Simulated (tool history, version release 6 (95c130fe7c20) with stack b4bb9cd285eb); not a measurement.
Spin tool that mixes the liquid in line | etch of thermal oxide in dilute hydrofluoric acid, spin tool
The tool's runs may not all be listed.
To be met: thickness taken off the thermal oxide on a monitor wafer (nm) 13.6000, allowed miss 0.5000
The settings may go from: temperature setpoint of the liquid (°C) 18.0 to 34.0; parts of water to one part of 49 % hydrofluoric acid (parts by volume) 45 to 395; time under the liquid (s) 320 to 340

run	hour	temperature setpoint of the liquid (°C)	parts of water to one part of 49 % hydrofluoric acid (parts by volume)	time under the liquid (s)	thickness taken off the thermal oxide on a monitor wafer (nm)
1	0.0	26.0	220	320	5.4595
2	2.5	28.0	185	320	7.3134
3	8.0	28.0	185	320	7.2299
4	10.5	28.0	220	320	5.9358
5	17.4	29.5	190	320	7.3275
6	26.2	32.0	190	320	8.0558
7	34.5	32.5	165	320	9.6527
8	38.7	33.0	150	320	11.4200
9	41.7	33.0	145	320	11.8560
10	45.6	33.0	140	320	12.0960
11	51.0	33.0	135	320	12.9150

4 next moves are on the table. One of them brings every result within its allowed miss. Which?
A	56.4	31.5	130	320	?
B	56.4	34.0	140	340	?
C	56.4	34.0	140	320	?
D	56.4	31.5	145	340	?

move	thickness taken off the thermal oxide on a monitor wafer (nm)
A	12.7040
B	13.5000
C	12.7060
D	11.8540
A: further off than the last run
B: meets every target
C: further off than the last run
D: further off than the last run
The right move is B.
